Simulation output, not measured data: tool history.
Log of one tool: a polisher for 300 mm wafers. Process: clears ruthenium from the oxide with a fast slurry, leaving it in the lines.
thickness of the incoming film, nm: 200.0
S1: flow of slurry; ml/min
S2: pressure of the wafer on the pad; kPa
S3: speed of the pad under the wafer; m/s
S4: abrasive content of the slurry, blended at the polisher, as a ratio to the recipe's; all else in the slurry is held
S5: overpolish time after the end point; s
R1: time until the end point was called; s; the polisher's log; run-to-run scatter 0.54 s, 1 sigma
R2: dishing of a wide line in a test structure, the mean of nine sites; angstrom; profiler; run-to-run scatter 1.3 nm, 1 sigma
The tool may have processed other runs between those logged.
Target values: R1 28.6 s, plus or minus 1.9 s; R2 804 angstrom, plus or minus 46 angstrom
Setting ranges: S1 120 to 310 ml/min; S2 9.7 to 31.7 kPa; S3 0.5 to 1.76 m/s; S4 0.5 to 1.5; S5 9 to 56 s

| run | day | S1 | S2 | S3 | S4 | S5 | R1 | R2 |
|---|---|---|---|---|---|---|---|---|
| 1 | 0 | 200 | 20.7 | 1.12 | 1 | 29 | 41.998 | 1052 |
| 2 | 0.175 | 155 | 20.7 | 1.12 | 1 | 29 | 45.033 | 995.27 |
| 3 | 0.229 | 135 | 20.7 | 1.12 | 1 | 29 | 46.1 | 974.85 |
| 4 | 0.325 | 135 | 20.7 | 1.12 | 1 | 18 | 46.017 | 673.72 |
| 5 | 0.658 | 145 | 22.1 | 1.12 | 1 | 17 | 41.783 | 671.73 |
| 6 | 0.771 | 170 | 22.1 | 1.12 | 1 | 17 | 40.278 | 699.28 |
| 7 | 1.112 | 180 | 22.8 | 1.12 | 1 | 17 | 38.492 | 723.55 |
| 8 | 1.421 | 185 | 23.4 | 1.12 | 1 | 17 | 36.697 | 748.5 |
| 9 | 1.525 | 185 | 23.4 | 1.12 | 1 | 17 | 36.896 | 767.39 |
| 10 | 1.579 | 195 | 24.1 | 1.12 | 1 | 16 | 35.109 | 747.86 |
| 11 | 1.683 | 200 | 24.8 | 1.12 | 1 | 16 | 34.893 | 775.47 |
| 12 | 1.821 | 205 | 25.5 | 1.12 | 1 | 15 | 32.888 | 741.46 |
| 13 | 1.958 | 210 | 26.2 | 1.12 | 1 | 15 | 32.496 | 770.48 |
| 14 | 2.217 | 215 | 26.9 | 1.12 | 1 | 15 | 32.981 | 786.36 |
| 15 | 2.325 | 220 | 27.6 | 1.12 | 1 | 15 | 30.766 | 794.13 |

Below are 4 possible settings for the next run. Only one of them brings all results inside the allowed miss of their targets. Which is it?
| A | 2.433 | 185 | 27.6 | 1.04 | 1.05 | 16 | ? | ? |
| B | 2.433 | 200 | 27.6 | 1.1 | 0.95 | 16 | ? | ? |
| C | 2.433 | 210 | 23.4 | 1.1 | 1.05 | 16 | ? | ? |
| D | 2.433 | 240 | 31.7 | 1.14 | 0.75 | 14 | ? | ? |

| move | R1 | R2 |
|---|---|---|
| A | 33.673 | 769.47 |
| B | 32.61 | 789.76 |
| C | 36.204 | 725.06 |
| D | 29.351 | 771.87 |
A: further off than the last run
B: further off than the last run
C: further off than the last run
D: every result within its allowed miss
Correct choice: D, which meets every target
